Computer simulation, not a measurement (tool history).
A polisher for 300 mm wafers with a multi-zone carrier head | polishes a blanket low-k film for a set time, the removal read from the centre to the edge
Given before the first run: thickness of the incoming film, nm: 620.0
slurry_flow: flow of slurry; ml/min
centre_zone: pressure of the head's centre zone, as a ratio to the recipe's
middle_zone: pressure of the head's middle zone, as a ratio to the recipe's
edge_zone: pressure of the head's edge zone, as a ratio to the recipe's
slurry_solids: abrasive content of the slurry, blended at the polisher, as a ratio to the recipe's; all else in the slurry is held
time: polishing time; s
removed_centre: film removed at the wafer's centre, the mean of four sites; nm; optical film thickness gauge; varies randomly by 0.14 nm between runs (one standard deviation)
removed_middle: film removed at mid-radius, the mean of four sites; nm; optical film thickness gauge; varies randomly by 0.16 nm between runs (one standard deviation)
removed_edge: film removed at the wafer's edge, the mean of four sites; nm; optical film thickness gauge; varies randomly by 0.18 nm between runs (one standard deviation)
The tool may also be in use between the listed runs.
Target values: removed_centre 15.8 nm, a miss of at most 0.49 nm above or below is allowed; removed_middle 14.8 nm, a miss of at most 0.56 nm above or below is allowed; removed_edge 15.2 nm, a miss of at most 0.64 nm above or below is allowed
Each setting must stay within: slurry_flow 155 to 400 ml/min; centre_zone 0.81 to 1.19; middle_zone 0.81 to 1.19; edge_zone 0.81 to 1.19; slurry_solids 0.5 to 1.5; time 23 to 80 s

run	hour	slurry_flow	centre_zone	middle_zone	edge_zone	slurry_solids	time	removed_centre	removed_middle	removed_edge
1	0	255	1	1	1	1	51	10.215	10.289	10.42
2	1.8	255	1	1	1	0.9	51	9.4837	9.5845	9.7891
3	5.5	255	1	1	1	0.9	40	7.6127	7.6316	7.7259
4	7.8	260	1.03	1.01	1.03	1.05	43	9.1091	9.0504	9.1258
5	16.5	265	1.06	1.01	1.06	1.15	45	10.473	9.9293	10.198
6	19.8	270	1.07	1.02	1.08	1.25	47	11.571	11.123	11.546
7	22.8	280	1.09	1.04	1.1	1.3	48	12.298	11.589	11.776
8	30.7	280	1.09	1.04	1.1	1.35	50	13.047	12.32	12.899
9	35	280	1.1	1.05	1.1	1.4	51	13.631	12.78	12.975
10	38.2	290	1.11	1.06	1.12	1.45	52	14.286	13.62	13.861
11	45.7	295	1.12	1.06	1.13	1.45	53	14.837	13.475	14.093
12	53.8	295	1.12	1.07	1.14	1.45	54	15.057	14.058	14.182

5 candidate next runs follow, results not yet known. Just one meets every target within its allowed miss. Identify it.
A	61.9	275	1.02	0.94	1.19	1.5	62	?	?	?
B	61.9	360	1.12	1.09	1.16	1.4	57	?	?	?
C	61.9	305	1.14	1	1.15	1.3	53	?	?	?
D	61.9	335	1.07	0.98	1.17	1.45	56	?	?	?
E	61.9	305	1.13	1.01	1.06	1.5	59	?	?	?

move	removed_centre	removed_middle	removed_edge
A	15.697	14.718	17.225
B	15.879	14.957	15.468
C	14.286	12.468	13.7
D	15.008	13.761	15.437
E	16.773	14.874	15.57
A: takes the biggest miss from the last run beyond its target
B: hits every target within its allowed miss
C: the biggest miss grows against the last run
D: corrects the largest miss of the last run, while another result sits out of spec
E: corrects the largest miss of the last run, while another result sits out of spec
B meets every target.

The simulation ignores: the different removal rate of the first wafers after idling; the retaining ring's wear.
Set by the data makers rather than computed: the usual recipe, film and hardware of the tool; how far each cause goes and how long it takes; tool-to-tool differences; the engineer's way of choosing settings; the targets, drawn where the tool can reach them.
